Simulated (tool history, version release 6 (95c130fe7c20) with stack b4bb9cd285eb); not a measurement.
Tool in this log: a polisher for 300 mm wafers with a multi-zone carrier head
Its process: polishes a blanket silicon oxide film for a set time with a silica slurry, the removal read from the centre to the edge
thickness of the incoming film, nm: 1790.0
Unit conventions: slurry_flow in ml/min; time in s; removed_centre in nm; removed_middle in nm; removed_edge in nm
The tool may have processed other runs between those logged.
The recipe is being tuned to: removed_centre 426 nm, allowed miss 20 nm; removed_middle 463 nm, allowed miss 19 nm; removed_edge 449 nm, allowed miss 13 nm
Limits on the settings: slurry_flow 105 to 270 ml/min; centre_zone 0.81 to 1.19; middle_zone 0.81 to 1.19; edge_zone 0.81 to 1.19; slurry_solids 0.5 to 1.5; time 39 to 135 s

run 1 day=0 | slurry_flow=175 centre_zone=1 middle_zone=1 edge_zone=1 slurry_solids=1 time=87 | removed_centre=301.26 removed_middle=308.65 removed_edge=308.8
run 2 day=0.171 | slurry_flow=175 centre_zone=0.92 middle_zone=1 edge_zone=1 slurry_solids=1 time=87 | removed_centre=277.56 removed_middle=313.15 removed_edge=308.52
run 3 day=0.362 | slurry_flow=180 centre_zone=0.93 middle_zone=1.01 edge_zone=1.02 slurry_solids=1.05 time=88 | removed_centre=292.43 removed_middle=323.3 removed_edge=333.33
run 4 day=0.733 | slurry_flow=180 centre_zone=0.93 middle_zone=1.01 edge_zone=1.02 slurry_solids=1.25 time=88 | removed_centre=313.21 removed_middle=356.03 removed_edge=351.39
run 5 day=0.779 | slurry_flow=185 centre_zone=0.95 middle_zone=1.03 edge_zone=1.04 slurry_solids=1.3 time=88 | removed_centre=328.8 removed_middle=362.29 removed_edge=362.62
run 6 day=1 | slurry_flow=185 centre_zone=1 middle_zone=1.03 edge_zone=1.04 slurry_solids=1.3 time=88 | removed_centre=346.46 removed_middle=361.13 removed_edge=367.94
run 7 day=1.246 | slurry_flow=190 centre_zone=1 middle_zone=1.05 edge_zone=1.05 slurry_solids=1.35 time=89 | removed_centre=352.61 removed_middle=375.27 removed_edge=370.06
run 8 day=1.521 | slurry_flow=190 centre_zone=1 middle_zone=1.06 edge_zone=1.06 slurry_solids=1.35 time=91 | removed_centre=353.53 removed_middle=387.92 removed_edge=381.81
run 9 day=1.771 | slurry_flow=195 centre_zone=1.01 middle_zone=1.06 edge_zone=1.06 slurry_solids=1.35 time=92 | removed_centre=365.31 removed_middle=397.75 removed_edge=390.24
-- day=2.029 centre zone pressure recalibrated
run 10 day=2.029 | slurry_flow=200 centre_zone=1.02 middle_zone=1.06 edge_zone=1.07 slurry_solids=1.35 time=93 | removed_centre=403.35 removed_middle=404.46 removed_edge=396.81
run 11 day=2.346 | slurry_flow=205 centre_zone=1.01 middle_zone=1.06 edge_zone=1.08 slurry_solids=1.35 time=93 | removed_centre=387.29 removed_middle=401.17 removed_edge=402.63
run 12 day=2.375 | slurry_flow=210 centre_zone=1.01 middle_zone=1.07 edge_zone=1.09 slurry_solids=1.35 time=93 | removed_centre=397.35 removed_middle=410.6 removed_edge=399.08

Below are 4 possible settings for the next run. Only one of them brings all results inside the allowed miss of their targets. Which is it?
run A day=2.404 | slurry_flow=165 centre_zone=0.96 middle_zone=1 edge_zone=1.17 slurry_solids=1.1 time=117 | removed_centre=? removed_middle=? removed_edge=?
run B day=2.404 | slurry_flow=105 centre_zone=0.89 middle_zone=0.95 edge_zone=1.15 slurry_solids=1.45 time=113 | removed_centre=? removed_middle=? removed_edge=?
run C day=2.404 | slurry_flow=170 centre_zone=0.97 middle_zone=1.06 edge_zone=1.04 slurry_solids=1.45 time=105 | removed_centre=? removed_middle=? removed_edge=?
run D day=2.404 | slurry_flow=210 centre_zone=0.99 middle_zone=1 edge_zone=1.15 slurry_solids=1.45 time=98 | removed_centre=? removed_middle=? removed_edge=?

move=A removed_centre=421.75 removed_middle=434.71 removed_edge=468.77
move=B removed_centre=382.51 removed_middle=412.34 removed_edge=471.47
move=C removed_centre=428.17 removed_middle=458.48 removed_edge=442.34
move=D removed_centre=421.4 removed_middle=419.35 removed_edge=444.21
A: takes the biggest miss from the last run beyond its target
B: takes the biggest miss from the last run beyond its target
C: meets every target
D: the worst result of the last run now meets its target, but another is out of spec
So the answer is move C, the one that meets all the targets.
